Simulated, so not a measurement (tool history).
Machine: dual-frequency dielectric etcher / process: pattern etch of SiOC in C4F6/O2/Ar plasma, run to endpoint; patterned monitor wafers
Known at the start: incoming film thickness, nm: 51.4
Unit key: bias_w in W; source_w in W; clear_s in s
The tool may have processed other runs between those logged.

| run | day | bias_w | source_w | clear_s |
|---|---|---|---|---|
| 1 | 0.000 | 641 | 310 | 17.760 |
| 2 | 0.296 | 753 | 310 | 16.205 |
| 3 | 0.583 | 753 | 360 | 15.406 |
| 4 | 0.838 | 861 | 360 | 14.486 |
| 5 | 1.033 | 861 | 310 | 15.089 |
| 6 | 1.392 | 897 | 310 | 14.880 |
| 7 | 1.642 | 852 | 310 | 15.351 |
| 8 | 2.017 | 815 | 310 | 15.639 |

Run 9 is up next; what results do you expect?
| 9 | 2.375 | 782 | 310 | ? |

For run 9 the tool returned clear_s 16.018 s.
